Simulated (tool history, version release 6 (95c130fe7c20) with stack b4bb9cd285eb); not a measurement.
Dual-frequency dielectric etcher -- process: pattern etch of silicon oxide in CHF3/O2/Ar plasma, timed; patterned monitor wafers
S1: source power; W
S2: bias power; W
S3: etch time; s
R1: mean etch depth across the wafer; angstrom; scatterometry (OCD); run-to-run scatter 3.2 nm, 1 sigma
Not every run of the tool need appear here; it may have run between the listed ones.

run,hour,S1,S2,S3,R1
1,0,830,194,488,10189
2,1.3,830,194,488,10271
3,7.6,860,195,488,10318
4,14.2,770,195,488,9972.7
5,21.3,810,196,488,10186
6,27.1,850,197,488,10382

Run 7 is up next; what results do you expect?
7,28.5,880,198,488,?

Run 7 produced R1 10495 angstrom.

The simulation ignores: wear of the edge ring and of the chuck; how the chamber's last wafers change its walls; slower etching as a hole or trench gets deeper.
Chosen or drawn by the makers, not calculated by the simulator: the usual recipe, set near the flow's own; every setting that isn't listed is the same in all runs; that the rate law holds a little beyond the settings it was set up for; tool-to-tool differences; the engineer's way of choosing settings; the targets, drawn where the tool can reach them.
